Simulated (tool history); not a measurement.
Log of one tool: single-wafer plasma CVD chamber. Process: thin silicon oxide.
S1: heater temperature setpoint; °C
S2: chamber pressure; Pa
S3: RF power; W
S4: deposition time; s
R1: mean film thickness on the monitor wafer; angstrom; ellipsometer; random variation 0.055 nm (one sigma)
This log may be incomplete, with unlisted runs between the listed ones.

Run 1, day 0.000: S1 405 °C, S2 83.6 Pa, S3 210 W, S4 7.42 s. Result: R1 78.668 angstrom.
Run 2, day 0.225: S1 414 °C, S2 83.6 Pa, S3 210 W, S4 7.42 s. Result: R1 78.275 angstrom.
Run 3, day 0.483: S1 421 °C, S2 83.6 Pa, S3 210 W, S4 7.42 s. Result: R1 78.020 angstrom.
Run 4, day 0.567: S1 421 °C, S2 83.6 Pa, S3 220 W, S4 7.42 s. Result: R1 79.721 angstrom.
Run 5, day 0.658: S1 421 °C, S2 87.3 Pa, S3 220 W, S4 7.42 s. Result: R1 83.332 angstrom.
Run 6, day 0.775: S1 421 °C, S2 90.1 Pa, S3 220 W, S4 7.42 s. Result: R1 84.957 angstrom.
Run 7, day 0.900: S1 421 °C, S2 92.9 Pa, S3 220 W, S4 7.42 s. Result: R1 88.010 angstrom.
Run 8, day 1.117: S1 421 °C, S2 94.7 Pa, S3 220 W, S4 7.42 s. Result: R1 90.174 angstrom.

Estimate the outcome of run 9 from the log above:
Run 9, day 1.150: S1 421 °C, S2 95.6 Pa, S3 220 W, S4 7.42 s. Result: R1 ?.

Run 9 came out at R1 91.257 angstrom.
